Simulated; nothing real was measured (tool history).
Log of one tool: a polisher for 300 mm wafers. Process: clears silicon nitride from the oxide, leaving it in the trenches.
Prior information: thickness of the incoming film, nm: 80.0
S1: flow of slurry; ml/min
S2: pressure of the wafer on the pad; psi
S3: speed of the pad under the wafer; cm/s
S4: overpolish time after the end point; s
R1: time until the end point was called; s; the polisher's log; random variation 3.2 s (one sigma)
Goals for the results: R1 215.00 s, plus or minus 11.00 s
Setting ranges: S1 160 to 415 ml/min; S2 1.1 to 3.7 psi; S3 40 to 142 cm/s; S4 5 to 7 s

{"run": 1, "hour": 0.0, "S1": 265, "S2": 2.4, "S3": 90, "S4": 7, "R1": 122.34}
{"run": 2, "hour": 4.8, "S1": 325, "S2": 2.4, "S3": 90, "S4": 7, "R1": 123.86}
{"run": 3, "hour": 8.4, "S1": 325, "S2": 2.2, "S3": 90, "S4": 7, "R1": 132.36}
{"run": 4, "hour": 11.0, "S1": 255, "S2": 2.2, "S3": 90, "S4": 7, "R1": 137.87}
{"hour": 19.9, "done": "head pressure recalibrated"}
{"run": 5, "hour": 19.9, "S1": 255, "S2": 2.0, "S3": 90, "S4": 7, "R1": 136.37}
{"run": 6, "hour": 27.7, "S1": 255, "S2": 2.0, "S3": 104, "S4": 7, "R1": 123.69}
{"run": 7, "hour": 34.4, "S1": 255, "S2": 1.8, "S3": 98, "S4": 7, "R1": 140.75}
{"run": 8, "hour": 35.1, "S1": 255, "S2": 1.7, "S3": 94, "S4": 7, "R1": 150.62}

Pick the move, out of 4, that brings all results within their allowed miss; only one does.
{"run": "A", "hour": 35.8, "S1": 200, "S2": 1.3, "S3": 90, "S4": 7, "R1": "?"}
{"run": "B", "hour": 35.8, "S1": 315, "S2": 1.9, "S3": 68, "S4": 7, "R1": "?"}
{"run": "C", "hour": 35.8, "S1": 265, "S2": 1.6, "S3": 78, "S4": 7, "R1": "?"}
{"run": "D", "hour": 35.8, "S1": 230, "S2": 1.1, "S3": 128, "S4": 5, "R1": "?"}

move=A R1=210.58
move=B R1=172.41
move=C R1=187.57
move=D R1=188.03
A: each result inside its tolerance
B: closes in on the targets versus the last run, not all within tolerance yet
C: closes in on the targets versus the last run, not all within tolerance yet
D: closes in on the targets versus the last run, not all within tolerance yet
The move that meets every target is A.
